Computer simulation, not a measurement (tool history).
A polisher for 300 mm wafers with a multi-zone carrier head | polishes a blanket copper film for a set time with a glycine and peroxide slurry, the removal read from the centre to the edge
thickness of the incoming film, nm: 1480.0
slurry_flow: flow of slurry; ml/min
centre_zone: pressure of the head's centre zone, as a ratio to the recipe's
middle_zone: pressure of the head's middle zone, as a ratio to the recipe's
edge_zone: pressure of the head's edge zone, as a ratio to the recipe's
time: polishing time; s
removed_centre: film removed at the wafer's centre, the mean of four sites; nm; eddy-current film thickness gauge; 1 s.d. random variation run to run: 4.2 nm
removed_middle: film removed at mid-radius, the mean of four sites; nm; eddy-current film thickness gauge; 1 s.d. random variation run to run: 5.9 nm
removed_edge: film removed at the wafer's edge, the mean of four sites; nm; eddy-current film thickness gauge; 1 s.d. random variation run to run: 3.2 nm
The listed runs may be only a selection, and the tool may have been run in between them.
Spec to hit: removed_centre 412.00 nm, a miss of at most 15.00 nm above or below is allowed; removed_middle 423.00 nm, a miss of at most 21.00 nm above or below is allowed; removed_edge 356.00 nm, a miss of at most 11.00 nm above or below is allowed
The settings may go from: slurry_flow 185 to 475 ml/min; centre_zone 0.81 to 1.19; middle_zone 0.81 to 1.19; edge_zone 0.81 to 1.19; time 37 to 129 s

| run | hour | slurry_flow | centre_zone | middle_zone | edge_zone | time | removed_centre | removed_middle | removed_edge |
|---|---|---|---|---|---|---|---|---|---|
| 1 | 0.0 | 305 | 1.00 | 1.00 | 1.00 | 83 | 532.39 | 544.96 | 532.85 |
| 2 | 7.1 | 305 | 1.00 | 1.08 | 1.00 | 83 | 537.76 | 578.34 | 534.14 |
| 3 | 12.3 | 305 | 1.00 | 1.08 | 1.00 | 92 | 597.67 | 639.70 | 588.66 |
| 4 | 18.3 | 305 | 1.00 | 1.15 | 1.00 | 92 | 590.07 | 667.84 | 586.70 |
| 5 | 24.7 | 305 | 1.07 | 1.15 | 1.00 | 92 | 641.94 | 673.70 | 594.53 |
| 6 | 28.3 | 305 | 1.07 | 1.15 | 1.00 | 72 | 501.20 | 540.57 | 457.34 |
| 7 | 34.2 | 305 | 1.07 | 1.13 | 0.98 | 69 | 474.64 | 505.40 | 441.48 |
| 8 | 36.2 | 305 | 1.08 | 1.13 | 0.96 | 66 | 464.82 | 472.91 | 413.65 |
| 9 | 44.3 | 290 | 1.00 | 1.12 | 0.86 | 61 | 382.47 | 430.41 | 359.69 |
| 10 | 50.4 | 290 | 1.00 | 1.12 | 0.86 | 61 | 389.00 | 432.38 | 356.44 |
| 11 | 57.2 | 290 | 1.01 | 1.11 | 0.86 | 61 | 395.34 | 435.42 | 366.04 |

Consider the 5 candidate settings below. Which is the only one whose results all fall within their allowed miss of target?
| A | 64.0 | 400 | 1.11 | 1.12 | 0.81 | 55 | ? | ? | ? |
| B | 64.0 | 375 | 1.03 | 1.06 | 0.81 | 60 | ? | ? | ? |
| C | 64.0 | 290 | 1.01 | 0.98 | 0.85 | 61 | ? | ? | ? |
| D | 64.0 | 275 | 1.00 | 1.05 | 0.91 | 64 | ? | ? | ? |
| E | 64.0 | 315 | 0.94 | 1.10 | 0.87 | 61 | ? | ? | ? |

| move | removed_centre | removed_middle | removed_edge |
|---|---|---|---|
| A | 400.97 | 405.95 | 323.62 |
| B | 403.23 | 420.50 | 351.93 |
| C | 390.91 | 390.28 | 359.02 |
| D | 403.51 | 431.43 | 386.38 |
| E | 367.46 | 434.44 | 364.64 |
A: gets the furthest-off result to its target, but another result is out of tolerance
B: in spec on every target
C: its largest miss is bigger than the last run's
D: gets the furthest-off result to its target, but another result is out of tolerance
E: its largest miss is bigger than the last run's
Move B is the one to make.

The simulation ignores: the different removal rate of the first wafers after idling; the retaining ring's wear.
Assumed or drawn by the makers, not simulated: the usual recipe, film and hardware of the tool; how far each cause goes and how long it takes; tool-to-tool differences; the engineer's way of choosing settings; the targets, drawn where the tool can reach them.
